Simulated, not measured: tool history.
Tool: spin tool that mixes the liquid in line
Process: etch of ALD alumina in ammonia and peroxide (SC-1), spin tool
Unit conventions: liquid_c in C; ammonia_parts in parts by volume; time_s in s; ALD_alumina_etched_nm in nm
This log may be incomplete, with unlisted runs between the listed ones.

{"run": 1, "day": 0.0, "liquid_c": 58.0, "ammonia_parts": 0.55, "time_s": 315, "ALD_alumina_etched_nm": 21.498}
{"run": 2, "day": 0.279, "liquid_c": 62.5, "ammonia_parts": 0.55, "time_s": 315, "ALD_alumina_etched_nm": 26.769}
{"run": 3, "day": 0.638, "liquid_c": 58.0, "ammonia_parts": 0.55, "time_s": 315, "ALD_alumina_etched_nm": 21.183}
{"run": 4, "day": 0.721, "liquid_c": 52.0, "ammonia_parts": 0.55, "time_s": 315, "ALD_alumina_etched_nm": 15.333}
{"run": 5, "day": 1.062, "liquid_c": 51.0, "ammonia_parts": 0.55, "time_s": 315, "ALD_alumina_etched_nm": 14.437}
{"run": 6, "day": 1.288, "liquid_c": 51.0, "ammonia_parts": 0.55, "time_s": 335, "ALD_alumina_etched_nm": 15.269}
{"run": 7, "day": 1.604, "liquid_c": 50.0, "ammonia_parts": 0.55, "time_s": 335, "ALD_alumina_etched_nm": 14.641}

Estimate the outcome of run 8 from the log above:
{"run": 8, "day": 1.696, "liquid_c": 49.5, "ammonia_parts": 0.55, "time_s": 335, "ALD_alumina_etched_nm": "?"}

ALD_alumina_etched_nm: 14.062 nm

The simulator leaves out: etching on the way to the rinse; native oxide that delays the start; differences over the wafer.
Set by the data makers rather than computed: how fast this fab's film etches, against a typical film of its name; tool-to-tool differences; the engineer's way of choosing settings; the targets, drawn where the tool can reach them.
